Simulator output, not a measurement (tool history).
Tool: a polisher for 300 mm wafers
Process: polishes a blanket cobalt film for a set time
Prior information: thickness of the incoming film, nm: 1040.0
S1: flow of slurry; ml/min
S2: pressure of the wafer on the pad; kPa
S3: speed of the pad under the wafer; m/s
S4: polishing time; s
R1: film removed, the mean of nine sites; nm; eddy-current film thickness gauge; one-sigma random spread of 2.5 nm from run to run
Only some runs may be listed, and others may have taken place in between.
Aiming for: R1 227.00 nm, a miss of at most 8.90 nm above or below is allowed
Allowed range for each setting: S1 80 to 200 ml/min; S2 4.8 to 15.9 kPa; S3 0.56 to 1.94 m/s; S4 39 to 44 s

| run | hour | S1 | S2 | S3 | S4 | R1 |
|---|---|---|---|---|---|---|
| 1 | 0.0 | 130 | 10.3 | 1.24 | 44 | 167.52 |
| 2 | 0.6 | 130 | 10.3 | 1.12 | 44 | 152.97 |
| 3 | 6.5 | 130 | 10.3 | 0.90 | 44 | 128.66 |
| 4 | 10.2 | 130 | 12.4 | 0.90 | 44 | 151.18 |
| 5 | 10.9 | 130 | 10.3 | 0.90 | 44 | 129.18 |
| 6 | 14.7 | 150 | 10.3 | 0.90 | 44 | 131.24 |
| 7 | 16.0 | 150 | 11.0 | 0.92 | 44 | 142.35 |
| 8 | 20.7 | 150 | 11.7 | 0.92 | 44 | 149.34 |
| 9 | 22.2 | 150 | 12.4 | 0.94 | 44 | 157.28 |
| 10 | 29.9 | 150 | 13.1 | 0.96 | 44 | 169.50 |
| 11 | 32.0 | 150 | 13.1 | 0.98 | 44 | 172.34 |
| 12 | 39.2 | 150 | 13.1 | 1.00 | 44 | 171.80 |
| 13 | 42.7 | 150 | 13.1 | 1.02 | 44 | 175.97 |
| 14 | 50.7 | 150 | 14.5 | 1.06 | 44 | 199.96 |
| 15 | 53.0 | 150 | 15.2 | 1.08 | 44 | 212.34 |

5 next moves are on the table. One of them brings every result within its allowed miss. Which?
| A | 55.3 | 180 | 14.5 | 1.18 | 44 | ? |
| B | 55.3 | 160 | 15.9 | 1.08 | 41 | ? |
| C | 55.3 | 135 | 13.8 | 1.16 | 44 | ? |
| D | 55.3 | 145 | 15.2 | 1.14 | 42 | ? |
| E | 55.3 | 160 | 14.5 | 1.20 | 42 | ? |

| move | R1 |
|---|---|
| A | 219.73 |
| B | 202.83 |
| C | 198.34 |
| D | 205.29 |
| E | 208.85 |
A: meets every target
B: misses by more than the last run did
C: misses by more than the last run did
D: misses by more than the last run did
E: misses by more than the last run did
Move A is the one to make.

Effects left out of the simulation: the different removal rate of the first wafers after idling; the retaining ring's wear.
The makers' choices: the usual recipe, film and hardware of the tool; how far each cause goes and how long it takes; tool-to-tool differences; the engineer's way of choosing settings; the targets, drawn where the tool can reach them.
